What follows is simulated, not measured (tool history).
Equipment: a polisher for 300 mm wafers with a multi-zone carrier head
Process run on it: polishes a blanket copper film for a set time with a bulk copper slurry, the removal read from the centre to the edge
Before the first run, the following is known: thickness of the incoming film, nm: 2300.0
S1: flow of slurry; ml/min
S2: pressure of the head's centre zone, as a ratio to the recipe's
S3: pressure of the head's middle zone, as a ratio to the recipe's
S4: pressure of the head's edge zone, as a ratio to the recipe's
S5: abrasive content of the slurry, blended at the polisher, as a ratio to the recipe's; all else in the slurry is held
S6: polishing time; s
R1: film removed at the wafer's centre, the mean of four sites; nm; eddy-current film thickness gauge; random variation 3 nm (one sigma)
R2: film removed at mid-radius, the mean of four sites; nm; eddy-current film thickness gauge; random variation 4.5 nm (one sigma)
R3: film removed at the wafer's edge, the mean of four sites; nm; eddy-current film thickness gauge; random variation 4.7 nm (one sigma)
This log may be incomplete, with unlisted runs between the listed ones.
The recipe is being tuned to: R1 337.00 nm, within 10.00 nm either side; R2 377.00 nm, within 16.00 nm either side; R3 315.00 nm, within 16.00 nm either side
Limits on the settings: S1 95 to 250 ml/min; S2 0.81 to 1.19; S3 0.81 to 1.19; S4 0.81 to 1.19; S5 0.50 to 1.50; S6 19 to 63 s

run  hour   S1    S2    S3    S4    S5  S6      R1      R2      R3
  1   0.0  160  1.00  1.00  1.00  1.00  41  504.68  507.51  505.31
  2   0.9  130  1.00  1.00  1.00  1.00  41  481.34  488.77  492.35
  3   5.2  160  1.00  1.00  1.00  1.00  41  507.83  515.79  508.04
  4   9.3  160  0.93  1.00  1.00  1.00  41  466.77  508.61  507.72
     12.4  -- worn pad replaced by a new one
  5  12.4  160  0.85  1.00  1.00  1.00  41  448.92  544.80  538.95
  6  18.8  160  0.87  1.02  0.97  0.90  39  433.52  518.96  488.58
  7  20.8  160  0.88  1.02  0.95  0.85  37  400.63  472.60  452.99
  8  27.0  160  0.90  1.04  0.93  0.80  36  400.05  467.72  426.63
  9  32.7  155  0.91  1.05  0.91  0.75  35  380.78  446.56  400.49
 10  41.2  150  0.92  1.05  0.89  0.70  35  378.10  436.99  399.09
 11  45.5  150  0.92  1.05  0.89  0.70  35  385.00  427.26  399.02
 12  53.8  150  0.93  1.07  0.88  0.65  34  355.86  417.33  379.42
 13  55.8  150  0.96  1.09  0.87  0.65  33  367.83  416.75  362.97
 14  63.8  145  0.97  1.10  0.86  0.60  33  355.91  411.52  351.06
 15  72.6  140  0.98  1.10  0.85  0.60  33  361.68  402.57  347.36
 16  73.5  140  0.98  1.10  0.85  0.60  33  363.19  402.44  341.45
 17  78.9  140  0.98  1.10  0.85  0.60  33  360.92  404.31  349.30
 18  83.9  135  0.98  1.11  0.84  0.60  33  352.89  410.40  345.01
 19  89.0  130  0.99  1.11  0.83  0.60  33  361.70  401.66  351.94

Exactly one of the 5 candidate moves below puts every result within its allowed miss. Which one?
  A  94.1  115  1.03  1.01  0.81  0.70  33   ?   ?   ?
  B  94.1  160  1.09  1.15  0.81  0.50  32   ?   ?   ?
  C  94.1   95  0.83  0.81  0.87  0.70  37   ?   ?   ?
  D  94.1  145  1.15  0.99  0.81  0.55  32   ?   ?   ?
  E  94.1  130  1.03  1.15  0.90  0.50  31   ?   ?   ?

move      R1      R2      R3
   A  379.39  376.85  347.83
   B  384.42  398.99  323.24
   C  324.77  336.93  387.82
   D  407.42  353.68  327.91
   E  337.12  372.38  315.01
A: misses by more than the last run did
B: misses by more than the last run did
C: the result that was furthest off in the last run now lies on the other side of its target
D: misses by more than the last run did
E: meets every target
E meets every target.
